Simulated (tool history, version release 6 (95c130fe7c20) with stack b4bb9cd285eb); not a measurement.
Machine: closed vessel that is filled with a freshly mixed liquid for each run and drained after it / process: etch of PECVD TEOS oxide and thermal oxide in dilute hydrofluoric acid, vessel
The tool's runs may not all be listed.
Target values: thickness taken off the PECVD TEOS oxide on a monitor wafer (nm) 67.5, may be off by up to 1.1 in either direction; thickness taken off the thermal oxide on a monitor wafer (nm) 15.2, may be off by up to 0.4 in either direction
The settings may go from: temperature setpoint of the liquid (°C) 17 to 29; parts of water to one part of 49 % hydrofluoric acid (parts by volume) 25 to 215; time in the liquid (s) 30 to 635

run	day	temperature setpoint of the liquid (°C)	parts of water to one part of 49 % hydrofluoric acid (parts by volume)	time in the liquid (s)	thickness taken off the PECVD TEOS oxide on a monitor wafer (nm)	thickness taken off the thermal oxide on a monitor wafer (nm)
1	0	21	120	325	50.346	11.227
2	0.338	21	120	395	61.142	13.68
3	0.567	21	120	495	76.032	17.113
4	0.833	20.5	120	495	74.824	16.816
5	1.138	20	120	495	73.583	16.36
6	1.408	20	140	495	61.171	13.758
7	1.729	20.5	140	495	62.726	14.059
8	1.808	21	140	495	63.964	14.233

4 candidate next runs follow, results not yet known. Just one meets every target within its allowed miss. Identify it.
A	1.888	28	170	480	?	?
B	1.888	22.5	135	455	?	?
C	1.888	18	135	570	?	?
D	1.888	17	95	415	?	?

move	thickness taken off the PECVD TEOS oxide on a monitor wafer (nm)	thickness taken off the thermal oxide on a monitor wafer (nm)
A	64.353	14.297
B	65.056	14.453
C	68.051	15.119
D	70.375	15.635
A: better than the last run, though not everything is in spec
B: better than the last run, though not everything is in spec
C: every result lands within tolerance
D: takes the biggest miss from the last run beyond its target
Answer: C
